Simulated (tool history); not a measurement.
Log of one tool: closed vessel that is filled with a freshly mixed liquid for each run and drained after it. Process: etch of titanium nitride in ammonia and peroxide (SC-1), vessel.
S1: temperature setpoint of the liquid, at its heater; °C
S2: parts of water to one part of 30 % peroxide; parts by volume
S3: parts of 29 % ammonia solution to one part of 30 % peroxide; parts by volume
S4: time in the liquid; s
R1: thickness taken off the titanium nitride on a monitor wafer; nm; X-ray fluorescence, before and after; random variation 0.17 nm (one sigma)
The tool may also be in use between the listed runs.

run 1 hour=0 | S1=50 S2=12 S3=0.7 S4=1095 | R1=53.254
run 2 hour=6.4 | S1=50 S2=12 S3=0.7 S4=1095 | R1=53.192
run 3 hour=8 | S1=50 S2=12 S3=0.7 S4=1165 | R1=56.2
run 4 hour=12.9 | S1=48.5 S2=12 S3=0.7 S4=1165 | R1=51.212
run 5 hour=14 | S1=48.5 S2=9 S3=0.7 S4=1165 | R1=59.211
run 6 hour=19.3 | S1=54 S2=9 S3=0.7 S4=1165 | R1=86.85
run 7 hour=20.3 | S1=46 S2=9 S3=0.7 S4=1165 | R1=49.837

Run 8 comes next. What will it give?
run 8 hour=24.3 | S1=44.5 S2=9 S3=0.7 S4=1165 | R1=?

Run 8 gave R1 44.441 nm.
